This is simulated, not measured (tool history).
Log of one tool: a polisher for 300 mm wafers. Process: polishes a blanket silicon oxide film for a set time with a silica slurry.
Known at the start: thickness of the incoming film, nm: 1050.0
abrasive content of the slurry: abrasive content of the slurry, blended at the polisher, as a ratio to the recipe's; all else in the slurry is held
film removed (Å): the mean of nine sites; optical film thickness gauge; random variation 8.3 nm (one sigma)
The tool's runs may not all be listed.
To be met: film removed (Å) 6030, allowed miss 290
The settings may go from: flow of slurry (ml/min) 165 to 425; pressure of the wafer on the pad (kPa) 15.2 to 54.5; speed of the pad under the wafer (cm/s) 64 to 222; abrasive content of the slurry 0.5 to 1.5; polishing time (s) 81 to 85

run  hour  flow of slurry (ml/min)  pressure of the wafer on the pad (kPa)  speed of the pad under the wafer (cm/s)  abrasive content of the slurry  polishing time (s)  film removed (Å)
  1     0                      275                                    34.5                                      142                               1                  81            3599.2
  2   7.9                      275                                    34.5                                      142                            1.15                  81            3878.4
  3    17                      275                                    37.2                                      142                            1.15                  81            4156.6
  4  18.3                      275                                    37.2                                      142                            1.15                  81            4154.4
     25.1  -- slurry nozzle cleaned
  5  25.1                      275                                    39.3                                      142                            1.15                  81            4591.7
  6  25.9                      275                                    40.7                                      142                            1.15                  81              4701
  7  28.6                      275                                    42.1                                      142                            1.15                  81              5024
  8  31.3                      275                                    42.7                                      142                            1.15                  81            4939.8
  9  34.1                      275                                    44.1                                      142                            1.15                  81            5053.8

Which of these 4 next moves meets every target?
  A  36.9                      270                                    46.9                                      114                             1.2                  85                 ?
  B  36.9                      255                                    46.9                                      142                             1.2                  81                 ?
  C  36.9                      215                                    52.4                                      148                               1                  85                 ?
  D  36.9                      330                                    38.6                                      166                            1.25                  82                 ?

move  film removed (Å)
   A            5091.2
   B            5565.6
   C            5927.8
   D              5426
A: as far off as the last run
B: nearer than the last run, and not there yet
C: meets every target
D: nearer than the last run, and not there yet
Move C is the one to make.

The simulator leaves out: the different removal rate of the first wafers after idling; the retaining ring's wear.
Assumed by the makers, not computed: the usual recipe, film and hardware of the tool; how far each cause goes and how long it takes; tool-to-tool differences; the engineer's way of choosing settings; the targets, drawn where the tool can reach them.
